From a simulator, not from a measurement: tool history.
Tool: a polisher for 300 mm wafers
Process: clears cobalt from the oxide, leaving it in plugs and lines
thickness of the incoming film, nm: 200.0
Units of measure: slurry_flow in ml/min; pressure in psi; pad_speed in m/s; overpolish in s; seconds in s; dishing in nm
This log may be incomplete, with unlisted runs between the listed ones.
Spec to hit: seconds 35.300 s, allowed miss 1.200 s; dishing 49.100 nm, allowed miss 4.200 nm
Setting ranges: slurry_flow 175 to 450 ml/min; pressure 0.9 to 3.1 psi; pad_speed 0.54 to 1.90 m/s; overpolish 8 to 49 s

run,day,slurry_flow,pressure,pad_speed,overpolish,seconds,dishing
1,0.000,290,2.0,1.22,25,36.024,66.149
2,0.317,290,2.0,1.22,21,36.646,60.774
3,0.354,290,2.2,1.22,21,32.875,66.166
4,0.558,290,1.8,1.22,21,39.584,60.708
5,0.646,290,2.0,1.22,21,36.113,60.707
6,0.992,290,2.0,1.10,21,40.419,58.486
7,1.304,295,2.3,1.10,9,34.578,38.749
8,1.533,295,2.3,1.10,11,34.710,44.937

Which single option among these 4 for the next run brings every result within its allowed miss of target? Just one does.
A,1.762,370,3.0,0.84,8,?,?
B,1.762,290,2.0,1.34,15,?,?
C,1.762,285,2.3,1.08,13,?,?
D,1.762,355,2.5,1.00,8,?,?

move,seconds,dishing
A,35.071,35.284
B,33.850,54.057
C,36.483,47.713
D,35.563,34.925
A: the biggest miss grows against the last run
B: takes the result that was furthest off past its target
C: every result within its allowed miss
D: the biggest miss grows against the last run
C meets every target.
